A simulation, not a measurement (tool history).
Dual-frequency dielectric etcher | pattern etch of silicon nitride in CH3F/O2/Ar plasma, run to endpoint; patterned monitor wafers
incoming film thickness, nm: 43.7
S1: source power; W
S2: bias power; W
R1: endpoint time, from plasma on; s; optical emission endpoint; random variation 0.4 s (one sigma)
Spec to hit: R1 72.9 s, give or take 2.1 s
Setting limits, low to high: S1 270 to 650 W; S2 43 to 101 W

run 1 hour=0 | S1=460 S2=72 | R1=63.42
run 2 hour=5.2 | S1=510 S2=72 | R1=60.665
run 3 hour=9 | S1=510 S2=66 | R1=62.829
run 4 hour=11.9 | S1=480 S2=64 | R1=65.137
run 5 hour=17.6 | S1=460 S2=63 | R1=65.57
run 6 hour=24.2 | S1=430 S2=61 | R1=69.878
run 7 hour=28.5 | S1=420 S2=61 | R1=69.495
run 8 hour=37.1 | S1=370 S2=57 | R1=75.628

Consider the 5 candidate settings below. Which is the only one whose results all fall within their allowed miss of target?
run A hour=45.7 | S1=400 S2=43 | R1=?
run B hour=45.7 | S1=390 S2=50 | R1=?
run C hour=45.7 | S1=430 S2=53 | R1=?
run D hour=45.7 | S1=420 S2=44 | R1=?
run E hour=45.7 | S1=490 S2=55 | R1=?

move=A R1=81.684
move=B R1=77.909
move=C R1=73.051
move=D R1=79.269
move=E R1=68.146
A: further off than the last run
B: further off than the last run
C: meets every target
D: further off than the last run
E: the result that was furthest off in the last run now lies on the other side of its target
Move C is the one to make.
